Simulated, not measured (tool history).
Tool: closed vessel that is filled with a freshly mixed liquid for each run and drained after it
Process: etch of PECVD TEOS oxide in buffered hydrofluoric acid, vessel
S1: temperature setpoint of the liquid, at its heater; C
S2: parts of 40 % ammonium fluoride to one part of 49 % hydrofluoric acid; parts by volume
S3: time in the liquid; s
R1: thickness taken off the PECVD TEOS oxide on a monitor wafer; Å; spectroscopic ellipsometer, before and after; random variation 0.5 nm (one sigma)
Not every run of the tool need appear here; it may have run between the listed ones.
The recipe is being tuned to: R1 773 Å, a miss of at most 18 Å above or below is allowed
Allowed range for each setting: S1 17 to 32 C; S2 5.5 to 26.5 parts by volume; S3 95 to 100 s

Run 1, hour 0: S1 25 C, S2 16 parts by volume, S3 95 s. Result: R1 1548.2 Å.
Run 2, hour 3.4: S1 24 C, S2 16.5 parts by volume, S3 95 s. Result: R1 1425.7 Å.
Run 3, hour 11.9: S1 23 C, S2 17 parts by volume, S3 95 s. Result: R1 1293.6 Å.
Run 4, hour 19.5: S1 22.5 C, S2 17.5 parts by volume, S3 95 s. Result: R1 1246.8 Å.
Run 5, hour 28.4: S1 22.5 C, S2 17.5 parts by volume, S3 95 s. Result: R1 1234.9 Å.
Run 6, hour 34.4: S1 22 C, S2 18 parts by volume, S3 95 s. Result: R1 1180.3 Å.
Run 7, hour 42: S1 22 C, S2 18 parts by volume, S3 95 s. Result: R1 1157.3 Å.
Run 8, hour 44.8: S1 21.5 C, S2 18 parts by volume, S3 95 s. Result: R1 1129.4 Å.
Run 9, hour 52.4: S1 21 C, S2 18 parts by volume, S3 95 s. Result: R1 1098.2 Å.
Run 10, hour 56.5: S1 21 C, S2 18 parts by volume, S3 95 s. Result: R1 1096.6 Å.
Run 11, hour 57.7: S1 20.5 C, S2 18 parts by volume, S3 95 s. Result: R1 1076.9 Å.
Run 12, hour 60.9: S1 20 C, S2 18.5 parts by volume, S3 95 s. Result: R1 1016.3 Å.
Run 13, hour 65.9: S1 19.5 C, S2 18.5 parts by volume, S3 95 s. Result: R1 983.61 Å.
Run 14, hour 67.9: S1 19 C, S2 18.5 parts by volume, S3 95 s. Result: R1 970.75 Å.
Run 15, hour 71.2: S1 18 C, S2 19.5 parts by volume, S3 95 s. Result: R1 854.69 Å.
Run 16, hour 80.2: S1 17.5 C, S2 20 parts by volume, S3 95 s. Result: R1 822.97 Å.

Next run, 5 choices. One meets every target within its allowed miss, the rest don't. Which?
Run A, hour 89.2: S1 17 C, S2 20.5 parts by volume, S3 95 s. Result: R1 ?.
Run B, hour 89.2: S1 17 C, S2 21 parts by volume, S3 100 s. Result: R1 ?.
Run C, hour 89.2: S1 17 C, S2 19 parts by volume, S3 95 s. Result: R1 ?.
Run D, hour 89.2: S1 17 C, S2 18.5 parts by volume, S3 95 s. Result: R1 ?.
Run E, hour 89.2: S1 17 C, S2 24.5 parts by volume, S3 100 s. Result: R1 ?.

move      R1
   A  779.29
   B  806.77
   C  833.96
   D  856.24
   E  725.16
A: in spec on every target
B: nearer the targets than the last run, but a result is still out of spec
C: further off than the last run
D: further off than the last run
E: pushes the last run's worst result past its target
Move A is the one to make.

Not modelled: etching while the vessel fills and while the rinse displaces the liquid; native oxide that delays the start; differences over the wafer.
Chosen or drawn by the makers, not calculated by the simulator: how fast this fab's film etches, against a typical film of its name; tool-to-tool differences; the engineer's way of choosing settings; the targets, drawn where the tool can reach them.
